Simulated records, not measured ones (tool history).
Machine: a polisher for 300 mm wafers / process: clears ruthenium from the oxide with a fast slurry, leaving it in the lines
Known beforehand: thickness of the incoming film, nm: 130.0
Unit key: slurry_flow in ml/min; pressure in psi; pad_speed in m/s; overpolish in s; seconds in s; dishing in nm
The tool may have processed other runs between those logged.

run 1 hour=0.0 | slurry_flow=140 pressure=2.8 pad_speed=1.14 slurry_solids=1.00 overpolish=22 | seconds=23.546 dishing=74.103
run 2 hour=1.8 | slurry_flow=140 pressure=3.2 pad_speed=1.14 slurry_solids=1.00 overpolish=22 | seconds=21.229 dishing=80.089
run 3 hour=4.8 | slurry_flow=140 pressure=3.7 pad_speed=1.14 slurry_solids=1.00 overpolish=22 | seconds=18.258 dishing=90.306
run 4 hour=10.4 | slurry_flow=140 pressure=3.4 pad_speed=1.06 slurry_solids=0.95 overpolish=20 | seconds=21.713 dishing=75.226
run 5 hour=19.2 | slurry_flow=140 pressure=3.4 pad_speed=1.06 slurry_solids=0.75 overpolish=20 | seconds=22.720 dishing=69.137
run 6 hour=22.3 | slurry_flow=140 pressure=3.4 pad_speed=1.22 slurry_solids=0.75 overpolish=20 | seconds=20.435 dishing=77.670
run 7 hour=24.4 | slurry_flow=140 pressure=3.2 pad_speed=1.12 slurry_solids=0.70 overpolish=18 | seconds=24.606 dishing=64.391
run 8 hour=28.1 | slurry_flow=135 pressure=3.1 pad_speed=1.04 slurry_solids=0.65 overpolish=17 | seconds=27.290 dishing=53.665
run 9 hour=29.8 | slurry_flow=130 pressure=3.0 pad_speed=0.98 slurry_solids=0.65 overpolish=16 | seconds=29.620 dishing=46.879
run 10 hour=36.5 | slurry_flow=125 pressure=2.9 pad_speed=0.92 slurry_solids=0.65 overpolish=15 | seconds=31.636 dishing=40.330
run 11 hour=45.5 | slurry_flow=120 pressure=2.8 pad_speed=0.86 slurry_solids=0.70 overpolish=14 | seconds=35.257 dishing=36.584

What does the tool deliver on the next run?
run 12 hour=46.3 | slurry_flow=115 pressure=2.8 pad_speed=0.82 slurry_solids=0.65 overpolish=13 | seconds=? dishing=?

For run 12 the tool returned seconds 36.857 s, dishing 30.262 nm.
